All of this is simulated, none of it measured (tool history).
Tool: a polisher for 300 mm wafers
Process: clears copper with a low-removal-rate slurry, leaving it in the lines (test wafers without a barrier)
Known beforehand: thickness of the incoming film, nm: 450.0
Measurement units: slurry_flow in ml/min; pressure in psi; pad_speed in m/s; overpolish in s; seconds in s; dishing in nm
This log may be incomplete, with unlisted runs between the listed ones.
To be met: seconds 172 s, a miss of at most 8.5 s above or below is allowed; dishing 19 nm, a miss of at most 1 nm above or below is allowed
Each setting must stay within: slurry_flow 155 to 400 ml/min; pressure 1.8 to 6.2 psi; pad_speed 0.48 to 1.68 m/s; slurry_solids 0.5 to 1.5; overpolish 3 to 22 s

{"run": 1, "hour": 0.0, "slurry_flow": 255, "pressure": 4, "pad_speed": 1.08, "slurry_solids": 1, "overpolish": 11, "seconds": 110.86, "dishing": 24.34}
{"run": 2, "hour": 8.7, "slurry_flow": 255, "pressure": 4, "pad_speed": 1.08, "slurry_solids": 1, "overpolish": 8, "seconds": 110.79, "dishing": 19.242}
{"run": 3, "hour": 16.7, "slurry_flow": 255, "pressure": 3.5, "pad_speed": 1.06, "slurry_solids": 1, "overpolish": 9, "seconds": 122.68, "dishing": 19.389}
{"run": 4, "hour": 17.9, "slurry_flow": 255, "pressure": 3.5, "pad_speed": 1.32, "slurry_solids": 1, "overpolish": 9, "seconds": 101.26, "dishing": 21.867}
{"run": 5, "hour": 18.9, "slurry_flow": 210, "pressure": 3.5, "pad_speed": 1.32, "slurry_solids": 1, "overpolish": 9, "seconds": 106.85, "dishing": 21.743}
{"run": 6, "hour": 27.2, "slurry_flow": 270, "pressure": 3.5, "pad_speed": 1.32, "slurry_solids": 1, "overpolish": 9, "seconds": 104.93, "dishing": 21.762}
{"run": 7, "hour": 28.7, "slurry_flow": 265, "pressure": 2.4, "pad_speed": 1.22, "slurry_solids": 1, "overpolish": 13, "seconds": 160.34, "dishing": 20.682}
{"run": 8, "hour": 31.7, "slurry_flow": 265, "pressure": 2.1, "pad_speed": 1.22, "slurry_solids": 1, "overpolish": 12, "seconds": 178.91, "dishing": 17.717}

Which of these 4 next moves meets every target?
{"run": "A", "hour": 34.7, "slurry_flow": 245, "pressure": 2.5, "pad_speed": 1.08, "slurry_solids": 0.9, "overpolish": 10, "seconds": "?", "dishing": "?"}
{"run": "B", "hour": 34.7, "slurry_flow": 275, "pressure": 2, "pad_speed": 1.36, "slurry_solids": 0.95, "overpolish": 10, "seconds": "?", "dishing": "?"}
{"run": "C", "hour": 34.7, "slurry_flow": 280, "pressure": 1.8, "pad_speed": 1.26, "slurry_solids": 1.1, "overpolish": 16, "seconds": "?", "dishing": "?"}
{"run": "D", "hour": 34.7, "slurry_flow": 250, "pressure": 2.4, "pad_speed": 1.12, "slurry_solids": 0.95, "overpolish": 13, "seconds": "?", "dishing": "?"}

move=A seconds=177.26 dishing=15.833
move=B seconds=170.68 dishing=16.153
move=C seconds=196.17 dishing=20.334
move=D seconds=175.38 dishing=19.346
A: misses by more than the last run did
B: misses by more than the last run did
C: moves the result that the last run missed by most past its target, out the other side
D: hits every target within its allowed miss
So the answer is move D, the one that meets all the targets.
